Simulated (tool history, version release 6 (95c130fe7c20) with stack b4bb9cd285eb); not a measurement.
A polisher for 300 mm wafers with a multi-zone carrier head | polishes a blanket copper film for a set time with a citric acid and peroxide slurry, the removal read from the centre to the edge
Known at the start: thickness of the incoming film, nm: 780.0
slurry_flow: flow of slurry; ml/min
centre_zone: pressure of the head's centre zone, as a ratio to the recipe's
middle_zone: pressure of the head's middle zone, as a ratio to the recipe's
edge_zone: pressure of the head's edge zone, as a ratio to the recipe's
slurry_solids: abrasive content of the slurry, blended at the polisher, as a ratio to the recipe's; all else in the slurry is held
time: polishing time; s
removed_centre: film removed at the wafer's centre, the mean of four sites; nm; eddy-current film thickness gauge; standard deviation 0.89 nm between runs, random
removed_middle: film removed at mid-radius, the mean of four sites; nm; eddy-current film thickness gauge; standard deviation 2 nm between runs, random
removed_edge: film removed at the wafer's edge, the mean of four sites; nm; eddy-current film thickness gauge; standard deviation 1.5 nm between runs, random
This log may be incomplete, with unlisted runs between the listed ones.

run,day,slurry_flow,centre_zone,middle_zone,edge_zone,slurry_solids,time,removed_centre,removed_middle,removed_edge
1,0,320,1,1,1,1,70,187.12,189.36,190.68
2,0.354,320,1,1,1,0.85,70,183.43,183.86,188.34
3,0.662,320,1,1,1,0.7,70,174.45,177.22,176.45
4,0.912,320,0.96,1,0.96,0.65,68,160.5,164.83,167.73
5,1.012,320,0.96,1,0.96,0.65,56,132.63,139.53,136.65
6,1.362,265,0.96,1,0.96,0.65,56,128.2,136.1,135.24

Run 7 comes next. What will it give?
7,1.617,280,0.96,1.03,0.97,0.65,56,?,?,?

{"run 7": {"removed_centre": 130.21, "removed_middle": 136.26, "removed_edge": 137.3}}
